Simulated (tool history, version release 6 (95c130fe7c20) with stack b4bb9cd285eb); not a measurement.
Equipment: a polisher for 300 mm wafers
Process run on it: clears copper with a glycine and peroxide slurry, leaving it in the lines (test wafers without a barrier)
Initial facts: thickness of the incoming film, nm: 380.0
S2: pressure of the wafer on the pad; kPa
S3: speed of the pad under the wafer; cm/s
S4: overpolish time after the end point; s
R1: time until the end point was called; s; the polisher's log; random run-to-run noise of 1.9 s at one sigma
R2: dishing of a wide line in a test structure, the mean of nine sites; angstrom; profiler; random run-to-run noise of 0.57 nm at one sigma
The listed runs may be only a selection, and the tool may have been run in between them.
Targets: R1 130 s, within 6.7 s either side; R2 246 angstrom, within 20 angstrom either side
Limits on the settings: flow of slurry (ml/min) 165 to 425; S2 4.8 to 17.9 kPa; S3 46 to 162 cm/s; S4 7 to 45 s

{"run": 1, "day": 0.0, "flow of slurry (ml/min)": 275, "S2": 11, "S3": 104, "S4": 23, "R1": 106.95, "R2": 481.91}
{"run": 2, "day": 0.054, "flow of slurry (ml/min)": 275, "S2": 10.3, "S3": 104, "S4": 19, "R1": 114.19, "R2": 392.57}
{"run": 3, "day": 0.083, "flow of slurry (ml/min)": 275, "S2": 7.6, "S3": 104, "S4": 19, "R1": 137.48, "R2": 329.99}
{"run": 4, "day": 0.308, "flow of slurry (ml/min)": 275, "S2": 7.6, "S3": 106, "S4": 16, "R1": 140.72, "R2": 269.91}
{"run": 5, "day": 0.533, "flow of slurry (ml/min)": 275, "S2": 4.8, "S3": 106, "S4": 16, "R1": 180.67, "R2": 216.2}
{"run": 6, "day": 0.9, "flow of slurry (ml/min)": 275, "S2": 5.5, "S3": 108, "S4": 15, "R1": 164.64, "R2": 225.88}
{"run": 7, "day": 1.146, "flow of slurry (ml/min)": 275, "S2": 6.2, "S3": 110, "S4": 14, "R1": 154.07, "R2": 223.34}
{"run": 8, "day": 1.242, "flow of slurry (ml/min)": 275, "S2": 6.9, "S3": 110, "S4": 14, "R1": 145.96, "R2": 232.4}
{"run": 9, "day": 1.467, "flow of slurry (ml/min)": 275, "S2": 6.9, "S3": 110, "S4": 14, "R1": 144.04, "R2": 241.01}

Below are 5 possible settings for the next run. Only one of them brings all results inside the allowed miss of their targets. Which is it?
{"run": "A", "day": 1.692, "flow of slurry (ml/min)": 280, "S2": 6.2, "S3": 138, "S4": 13, "R1": "?", "R2": "?"}
{"run": "B", "day": 1.692, "flow of slurry (ml/min)": 225, "S2": 6.9, "S3": 134, "S4": 17, "R1": "?", "R2": "?"}
{"run": "C", "day": 1.692, "flow of slurry (ml/min)": 230, "S2": 6.2, "S3": 120, "S4": 13, "R1": "?", "R2": "?"}
{"run": "D", "day": 1.692, "flow of slurry (ml/min)": 290, "S2": 5.5, "S3": 128, "S4": 16, "R1": "?", "R2": "?"}
{"run": "E", "day": 1.692, "flow of slurry (ml/min)": 330, "S2": 6.2, "S3": 110, "S4": 13, "R1": "?", "R2": "?"}

move=A R1=132.13 R2=235.93
move=B R1=127.7 R2=308.53
move=C R1=147.27 R2=214.9
move=D R1=149.55 R2=254.45
move=E R1=151.33 R2=210.2
A: all results in spec
B: meets the target for the result that was furthest off, but another lies outside its allowed miss
C: moves away from the targets compared with the last run
D: moves away from the targets compared with the last run
E: moves away from the targets compared with the last run
The right move is A.
